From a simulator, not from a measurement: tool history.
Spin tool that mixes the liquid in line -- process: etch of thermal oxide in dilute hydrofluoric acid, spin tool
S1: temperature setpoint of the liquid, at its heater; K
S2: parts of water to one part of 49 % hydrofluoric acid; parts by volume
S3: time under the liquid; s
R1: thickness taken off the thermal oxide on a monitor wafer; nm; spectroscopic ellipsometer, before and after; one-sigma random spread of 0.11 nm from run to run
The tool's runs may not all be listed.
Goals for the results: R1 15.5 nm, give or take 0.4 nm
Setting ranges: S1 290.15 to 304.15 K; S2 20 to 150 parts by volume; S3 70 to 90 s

run	hour	S1	S2	S3	R1
1	0	296.15	85	90	4.6884
2	4.5	296.15	85	70	3.6641
3	11.7	298.15	70	75	5.1927
4	15.4	298.15	70	70	4.8243
5	23.3	299.65	60	75	6.5654
6	28.1	299.65	60	70	6.1077
7	28.9	300.65	50	75	8.2783
8	33.4	301.65	45	75	9.7705

Pick the move, out of 5, that brings all results within their allowed miss; only one does.
A	37.9	300.15	35	90	?
B	37.9	303.65	35	90	?
C	37.9	300.65	30	85	?
D	37.9	302.15	35	90	?
E	37.9	304.15	35	90	?

move	R1
A	14.302
B	16.462
C	16.201
D	15.506
E	16.792
A: nearer the targets than the last run, but a result is still out of spec
B: takes the biggest miss from the last run beyond its target
C: takes the biggest miss from the last run beyond its target
D: all results in spec
E: takes the biggest miss from the last run beyond its target
The move that meets every target is D.
